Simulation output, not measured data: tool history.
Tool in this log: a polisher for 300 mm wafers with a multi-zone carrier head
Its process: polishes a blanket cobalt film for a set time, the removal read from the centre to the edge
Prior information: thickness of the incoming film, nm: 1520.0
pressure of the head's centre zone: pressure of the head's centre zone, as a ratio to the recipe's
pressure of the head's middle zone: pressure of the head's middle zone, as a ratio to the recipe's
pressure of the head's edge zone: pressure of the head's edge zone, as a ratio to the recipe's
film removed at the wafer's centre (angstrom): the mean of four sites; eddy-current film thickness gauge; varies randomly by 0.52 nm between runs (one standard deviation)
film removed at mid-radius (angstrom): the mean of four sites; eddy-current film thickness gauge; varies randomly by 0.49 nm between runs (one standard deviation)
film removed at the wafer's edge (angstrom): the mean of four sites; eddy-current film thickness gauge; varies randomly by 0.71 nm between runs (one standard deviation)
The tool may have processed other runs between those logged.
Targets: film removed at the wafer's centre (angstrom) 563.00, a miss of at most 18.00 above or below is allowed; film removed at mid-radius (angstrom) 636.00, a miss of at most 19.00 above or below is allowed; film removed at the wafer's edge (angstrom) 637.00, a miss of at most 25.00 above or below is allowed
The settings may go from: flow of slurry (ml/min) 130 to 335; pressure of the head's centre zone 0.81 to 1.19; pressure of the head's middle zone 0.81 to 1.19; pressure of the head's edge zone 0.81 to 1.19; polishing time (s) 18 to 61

run,hour,flow of slurry (ml/min),pressure of the head's centre zone,pressure of the head's middle zone,pressure of the head's edge zone,polishing time (s),film removed at the wafer's centre (angstrom),film removed at mid-radius (angstrom),film removed at the wafer's edge (angstrom)
1,0.0,215,1.00,1.00,1.00,39,1016.30,1025.40,1070.50
2,2.0,215,1.00,1.00,1.07,39,1025.50,1040.10,1087.90
3,9.1,215,0.98,1.01,1.04,34,871.03,915.77,928.34
4,11.3,215,0.98,1.01,1.07,34,863.36,913.40,942.65
5,17.5,215,0.96,1.00,1.03,31,777.89,817.47,851.17
6,24.9,215,0.94,1.01,0.99,29,706.77,771.94,775.77
7,28.5,210,0.92,1.00,0.95,28,669.49,742.75,728.69
8,35.3,200,0.89,0.97,0.92,28,641.91,701.35,718.52
9,36.9,200,0.89,0.97,0.92,28,650.60,723.24,726.03
10,42.6,195,0.88,0.96,0.90,27,618.03,677.87,690.16
11,49.5,190,0.87,0.96,0.88,27,597.00,688.89,677.51
12,52.6,185,0.87,0.95,0.86,27,606.97,670.80,661.40
13,56.5,180,0.86,0.94,0.85,27,586.35,655.03,664.46
14,57.7,175,0.86,0.94,0.84,27,590.60,661.58,649.30

Next run, 4 choices. One meets every target within its allowed miss, the rest don't. Which?
A,58.9,230,0.90,0.89,0.89,26,?,?,?
B,58.9,260,0.86,0.96,0.90,24,?,?,?
C,58.9,170,0.82,1.01,0.87,27,?,?,?
D,58.9,175,0.97,0.94,0.81,26,?,?,?

move,film removed at the wafer's centre (angstrom),film removed at mid-radius (angstrom),film removed at the wafer's edge (angstrom)
A,621.42,637.89,674.00
B,557.77,637.15,632.12
C,556.23,701.21,666.85
D,638.20,638.75,625.21
A: further off than the last run
B: every result lands within tolerance
C: brings the last run's worst result on target, with another outside its allowed miss
D: further off than the last run
B is the move that brings every result within its allowed miss.
